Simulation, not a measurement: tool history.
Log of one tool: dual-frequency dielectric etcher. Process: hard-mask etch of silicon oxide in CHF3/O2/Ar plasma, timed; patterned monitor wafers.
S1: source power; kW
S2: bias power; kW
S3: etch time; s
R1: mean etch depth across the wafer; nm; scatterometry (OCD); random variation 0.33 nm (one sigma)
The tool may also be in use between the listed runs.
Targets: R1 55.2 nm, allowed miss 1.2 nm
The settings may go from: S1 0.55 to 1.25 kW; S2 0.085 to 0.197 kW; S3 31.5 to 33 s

| run | day | S1 | S2 | S3 | R1 |
|---|---|---|---|---|---|
| 1 | 0 | 0.9 | 0.141 | 31.5 | 63.607 |
| 2 | 0.179 | 0.9 | 0.16 | 31.5 | 67.079 |
| 3 | 0.408 | 0.9 | 0.16 | 31.5 | 66.607 |
| 4 | 0.633 | 0.8 | 0.152 | 31.5 | 61.814 |
| 5 | 0.712 | 0.74 | 0.15 | 31.5 | 59.254 |
| 6 | 1.083 | 0.74 | 0.17 | 31.5 | 62.076 |
| 7 | 1.138 | 0.68 | 0.168 | 31.5 | 59.892 |
| 8 | 1.217 | 0.64 | 0.166 | 31.5 | 57.232 |
| 9 | 1.35 | 0.62 | 0.166 | 31.5 | 56.536 |

Which of these 5 next moves meets every target?
| A | 1.483 | 0.69 | 0.149 | 32.5 | ? |
| B | 1.483 | 0.57 | 0.151 | 33 | ? |
| C | 1.483 | 0.62 | 0.18 | 32.5 | ? |
| D | 1.483 | 0.56 | 0.183 | 33 | ? |
| E | 1.483 | 0.56 | 0.197 | 32.5 | ? |

| move | R1 |
|---|---|
| A | 58.493 |
| B | 54.175 |
| C | 59.321 |
| D | 57.542 |
| E | 58.229 |
A: further off than the last run
B: meets every target
C: further off than the last run
D: further off than the last run
E: further off than the last run
Move B is the one to make.
